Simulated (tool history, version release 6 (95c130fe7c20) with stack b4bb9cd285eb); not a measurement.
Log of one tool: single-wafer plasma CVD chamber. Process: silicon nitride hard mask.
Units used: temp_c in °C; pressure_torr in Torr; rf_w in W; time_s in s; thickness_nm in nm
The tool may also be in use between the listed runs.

run 1 hour=0.0 | temp_c=390 pressure_torr=1.42 rf_w=295 time_s=22.8 | thickness_nm=25.111
run 2 hour=2.9 | temp_c=390 pressure_torr=1.54 rf_w=295 time_s=22.8 | thickness_nm=25.748
run 3 hour=10.8 | temp_c=380 pressure_torr=1.54 rf_w=295 time_s=22.8 | thickness_nm=25.826
run 4 hour=11.5 | temp_c=373 pressure_torr=1.54 rf_w=295 time_s=22.8 | thickness_nm=25.796
run 5 hour=18.1 | temp_c=373 pressure_torr=1.54 rf_w=295 time_s=21.7 | thickness_nm=24.531
run 6 hour=20.2 | temp_c=373 pressure_torr=1.54 rf_w=330 time_s=21.7 | thickness_nm=26.429
run 7 hour=28.2 | temp_c=373 pressure_torr=1.64 rf_w=330 time_s=21.7 | thickness_nm=26.714
run 8 hour=30.6 | temp_c=373 pressure_torr=1.72 rf_w=335 time_s=21.7 | thickness_nm=27.349

Expected results for the next run?
run 9 hour=38.7 | temp_c=373 pressure_torr=1.78 rf_w=340 time_s=21.7 | thickness_nm=?

thickness_nm: 28.007 nm

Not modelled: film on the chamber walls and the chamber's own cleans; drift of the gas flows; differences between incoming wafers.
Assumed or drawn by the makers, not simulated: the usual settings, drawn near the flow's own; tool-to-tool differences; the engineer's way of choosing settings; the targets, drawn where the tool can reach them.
